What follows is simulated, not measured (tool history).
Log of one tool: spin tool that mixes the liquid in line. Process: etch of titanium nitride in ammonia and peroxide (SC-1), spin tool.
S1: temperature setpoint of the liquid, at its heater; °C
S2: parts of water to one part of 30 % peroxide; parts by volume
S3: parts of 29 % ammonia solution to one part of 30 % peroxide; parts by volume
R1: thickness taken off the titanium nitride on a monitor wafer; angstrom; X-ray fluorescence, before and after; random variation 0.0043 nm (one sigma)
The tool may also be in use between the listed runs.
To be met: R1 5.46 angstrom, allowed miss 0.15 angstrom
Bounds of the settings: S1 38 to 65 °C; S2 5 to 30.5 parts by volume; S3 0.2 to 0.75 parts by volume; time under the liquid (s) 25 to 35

{"run": 1, "day": 0.0, "S1": 49, "S2": 17, "S3": 0.45, "time under the liquid (s)": 35, "R1": 16.266}
{"run": 2, "day": 0.279, "S1": 49, "S2": 22, "S3": 0.45, "time under the liquid (s)": 35, "R1": 14.184}
{"run": 3, "day": 0.388, "S1": 49, "S2": 22, "S3": 0.55, "time under the liquid (s)": 35, "R1": 14.669}
{"run": 4, "day": 0.746, "S1": 49, "S2": 22, "S3": 0.45, "time under the liquid (s)": 35, "R1": 14.134}
{"run": 5, "day": 0.875, "S1": 47.5, "S2": 23, "S3": 0.45, "time under the liquid (s)": 35, "R1": 12.512}
{"run": 6, "day": 1.05, "S1": 46, "S2": 24, "S3": 0.45, "time under the liquid (s)": 35, "R1": 10.84}
{"run": 7, "day": 1.392, "S1": 45, "S2": 24.5, "S3": 0.45, "time under the liquid (s)": 35, "R1": 9.8843}
{"run": 8, "day": 1.746, "S1": 44, "S2": 25, "S3": 0.45, "time under the liquid (s)": 35, "R1": 9.2898}
{"day": 1.858, "done": "new drum of ammonia solution connected"}
{"run": 9, "day": 1.858, "S1": 43, "S2": 25.5, "S3": 0.45, "time under the liquid (s)": 35, "R1": 8.5013}
{"run": 10, "day": 2.092, "S1": 42.5, "S2": 26, "S3": 0.45, "time under the liquid (s)": 35, "R1": 8.1882}
{"run": 11, "day": 2.421, "S1": 42.5, "S2": 26, "S3": 0.45, "time under the liquid (s)": 35, "R1": 8.3019}
{"run": 12, "day": 2.75, "S1": 42, "S2": 26.5, "S3": 0.45, "time under the liquid (s)": 35, "R1": 7.8421}
{"run": 13, "day": 2.879, "S1": 41.5, "S2": 27, "S3": 0.45, "time under the liquid (s)": 35, "R1": 7.4883}
{"run": 14, "day": 3.104, "S1": 41.5, "S2": 27, "S3": 0.45, "time under the liquid (s)": 35, "R1": 7.5291}
{"run": 15, "day": 3.292, "S1": 41, "S2": 27.5, "S3": 0.45, "time under the liquid (s)": 35, "R1": 7.1833}
{"run": 16, "day": 3.342, "S1": 41, "S2": 27.5, "S3": 0.45, "time under the liquid (s)": 35, "R1": 7.1726}
{"run": 17, "day": 3.504, "S1": 40.5, "S2": 28, "S3": 0.45, "time under the liquid (s)": 35, "R1": 6.8386}
{"run": 18, "day": 3.846, "S1": 40, "S2": 28.5, "S3": 0.45, "time under the liquid (s)": 35, "R1": 6.5972}

5 next moves are on the table. One of them brings every result within its allowed miss. Which?
{"run": "A", "day": 4.188, "S1": 42, "S2": 28, "S3": 0.35, "time under the liquid (s)": 25, "R1": "?"}
{"run": "B", "day": 4.188, "S1": 41.5, "S2": 28.5, "S3": 0.4, "time under the liquid (s)": 25, "R1": "?"}
{"run": "C", "day": 4.188, "S1": 42, "S2": 30.5, "S3": 0.45, "time under the liquid (s)": 25, "R1": "?"}
{"run": "D", "day": 4.188, "S1": 40.5, "S2": 26, "S3": 0.5, "time under the liquid (s)": 25, "R1": "?"}
{"run": "E", "day": 4.188, "S1": 42.5, "S2": 29.5, "S3": 0.45, "time under the liquid (s)": 25, "R1": "?"}

move=A R1=5.1891
move=B R1=5.0806
move=C R1=5.1856
move=D R1=5.189
move=E R1=5.4824
A: takes the result that was furthest off past its target
B: takes the result that was furthest off past its target
C: takes the result that was furthest off past its target
D: takes the result that was furthest off past its target
E: meets every target
Answer: E

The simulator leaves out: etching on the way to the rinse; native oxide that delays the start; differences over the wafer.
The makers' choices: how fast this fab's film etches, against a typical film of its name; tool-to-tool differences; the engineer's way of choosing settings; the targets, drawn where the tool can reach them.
